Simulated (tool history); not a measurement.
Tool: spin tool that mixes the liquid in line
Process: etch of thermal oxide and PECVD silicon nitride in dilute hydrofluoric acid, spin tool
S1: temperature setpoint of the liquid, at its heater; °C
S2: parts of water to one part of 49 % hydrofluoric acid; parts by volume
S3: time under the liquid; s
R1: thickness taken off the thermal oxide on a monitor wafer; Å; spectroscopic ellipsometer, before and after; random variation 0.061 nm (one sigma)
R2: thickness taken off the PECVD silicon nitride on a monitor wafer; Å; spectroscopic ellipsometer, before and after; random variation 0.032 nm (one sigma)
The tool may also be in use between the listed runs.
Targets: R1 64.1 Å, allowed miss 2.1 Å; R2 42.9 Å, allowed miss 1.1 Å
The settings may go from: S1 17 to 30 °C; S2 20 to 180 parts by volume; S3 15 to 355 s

{"run": 1, "day": 0.0, "S1": 22, "S2": 100, "S3": 180, "R1": 77.386, "R2": 60.906}
{"run": 2, "day": 0.267, "S1": 18.5, "S2": 100, "S3": 180, "R1": 65.538, "R2": 47.471}
{"run": 3, "day": 0.467, "S1": 18, "S2": 100, "S3": 180, "R1": 64.051, "R2": 46.32}
{"run": 4, "day": 0.662, "S1": 18, "S2": 70, "S3": 180, "R1": 96.595, "R2": 66.126}
{"run": 5, "day": 0.788, "S1": 18, "S2": 75, "S3": 180, "R1": 89.612, "R2": 61.488}
{"run": 6, "day": 1.146, "S1": 18, "S2": 60, "S3": 180, "R1": 110.68, "R2": 75.747}
{"day": 1.308, "done": "hydrofluoric acid flow meter replaced"}
{"run": 7, "day": 1.308, "S1": 18, "S2": 65, "S3": 180, "R1": 96.897, "R2": 66.286}
{"run": 8, "day": 1.404, "S1": 18, "S2": 70, "S3": 180, "R1": 88.564, "R2": 61.491}
{"run": 9, "day": 1.567, "S1": 18, "S2": 75, "S3": 180, "R1": 81.721, "R2": 56.917}
{"run": 10, "day": 1.679, "S1": 17.5, "S2": 85, "S3": 175, "R1": 68.549, "R2": 47.387}
{"run": 11, "day": 1.804, "S1": 17, "S2": 85, "S3": 175, "R1": 67.844, "R2": 46.405}
{"run": 12, "day": 2.083, "S1": 17, "S2": 85, "S3": 170, "R1": 65.535, "R2": 44.778}

Which of these 5 next moves meets every target?
{"run": "A", "day": 2.362, "S1": 17, "S2": 90, "S3": 160, "R1": "?", "R2": "?"}
{"run": "B", "day": 2.362, "S1": 17, "S2": 65, "S3": 125, "R1": "?", "R2": "?"}
{"run": "C", "day": 2.362, "S1": 21.5, "S2": 65, "S3": 100, "R1": "?", "R2": "?"}
{"run": "D", "day": 2.362, "S1": 18, "S2": 85, "S3": 150, "R1": "?", "R2": "?"}
{"run": "E", "day": 2.362, "S1": 17.5, "S2": 90, "S3": 155, "R1": "?", "R2": "?"}

move=A R1=57.725 R2=40.009
move=B R1=64.145 R2=42.852
move=C R1=62.074 R2=46.857
move=D R1=60.098 R2=42.513
move=E R1=57.117 R2=40.136
A: takes the result that was furthest off past its target
B: meets every target
C: further off than the last run
D: brings the result that was furthest off to its target, and leaves another outside
E: takes the result that was furthest off past its target
Answer: B

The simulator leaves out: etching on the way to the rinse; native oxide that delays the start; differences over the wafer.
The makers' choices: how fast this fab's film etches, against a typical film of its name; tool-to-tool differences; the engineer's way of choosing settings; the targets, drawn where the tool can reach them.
